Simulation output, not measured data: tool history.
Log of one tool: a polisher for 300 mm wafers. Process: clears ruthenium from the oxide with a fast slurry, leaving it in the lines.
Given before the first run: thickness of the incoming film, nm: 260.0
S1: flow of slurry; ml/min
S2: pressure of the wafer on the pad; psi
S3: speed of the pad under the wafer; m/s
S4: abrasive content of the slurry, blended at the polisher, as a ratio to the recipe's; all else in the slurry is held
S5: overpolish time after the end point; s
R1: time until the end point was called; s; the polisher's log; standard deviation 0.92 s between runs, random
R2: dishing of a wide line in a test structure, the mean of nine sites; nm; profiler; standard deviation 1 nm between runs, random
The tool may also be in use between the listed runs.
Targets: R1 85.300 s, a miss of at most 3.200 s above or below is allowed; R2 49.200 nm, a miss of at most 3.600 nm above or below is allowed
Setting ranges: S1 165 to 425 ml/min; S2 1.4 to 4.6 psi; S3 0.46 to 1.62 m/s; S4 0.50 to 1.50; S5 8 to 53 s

{"run": 1, "hour": 0.0, "S1": 275, "S2": 3.0, "S3": 1.04, "S4": 1.0, "S5": 27, "R1": 56.107, "R2": 87.863}
{"run": 2, "hour": 5.4, "S1": 275, "S2": 2.4, "S3": 1.04, "S4": 1.0, "S5": 27, "R1": 70.081, "R2": 72.165}
{"run": 3, "hour": 13.2, "S1": 275, "S2": 2.4, "S3": 1.26, "S4": 1.0, "S5": 27, "R1": 57.03, "R2": 86.165}
{"run": 4, "hour": 17.1, "S1": 275, "S2": 2.1, "S3": 1.24, "S4": 1.0, "S5": 25, "R1": 66.968, "R2": 73.123}
{"run": 5, "hour": 19.2, "S1": 310, "S2": 2.1, "S3": 1.24, "S4": 1.0, "S5": 25, "R1": 64.835, "R2": 73.88}
{"run": 6, "hour": 26.8, "S1": 310, "S2": 2.1, "S3": 1.14, "S4": 1.0, "S5": 25, "R1": 71.554, "R2": 67.472}
{"run": 7, "hour": 30.1, "S1": 310, "S2": 2.0, "S3": 1.14, "S4": 1.0, "S5": 23, "R1": 73.993, "R2": 61.588}
{"run": 8, "hour": 32.3, "S1": 310, "S2": 1.5, "S3": 1.14, "S4": 1.0, "S5": 19, "R1": 98.339, "R2": 38.965}

Which single option among these 5 for the next run brings every result within its allowed miss of target? Just one does.
{"run": "A", "hour": 34.5, "S1": 400, "S2": 1.6, "S3": 0.92, "S4": 1.05, "S5": 25, "R1": "?", "R2": "?"}
{"run": "B", "hour": 34.5, "S1": 335, "S2": 1.6, "S3": 1.2, "S4": 0.9, "S5": 15, "R1": "?", "R2": "?"}
{"run": "C", "hour": 34.5, "S1": 325, "S2": 1.9, "S3": 1.02, "S4": 1.05, "S5": 21, "R1": "?", "R2": "?"}
{"run": "D", "hour": 34.5, "S1": 290, "S2": 1.6, "S3": 1.12, "S4": 1.05, "S5": 23, "R1": "?", "R2": "?"}
{"run": "E", "hour": 34.5, "S1": 280, "S2": 1.6, "S3": 1.1, "S4": 1.05, "S5": 23, "R1": "?", "R2": "?"}

move=A R1=109.240 R2=45.220
move=B R1=92.862 R2=32.895
move=C R1=85.166 R2=48.339
move=D R1=92.351 R2=48.770
move=E R1=94.246 R2=47.896
A: its largest miss is bigger than the last run's
B: its largest miss is bigger than the last run's
C: in spec on every target
D: gains on the last run, yet a result remains outside its allowed miss
E: gains on the last run, yet a result remains outside its allowed miss
Go with C: it meets all targets.

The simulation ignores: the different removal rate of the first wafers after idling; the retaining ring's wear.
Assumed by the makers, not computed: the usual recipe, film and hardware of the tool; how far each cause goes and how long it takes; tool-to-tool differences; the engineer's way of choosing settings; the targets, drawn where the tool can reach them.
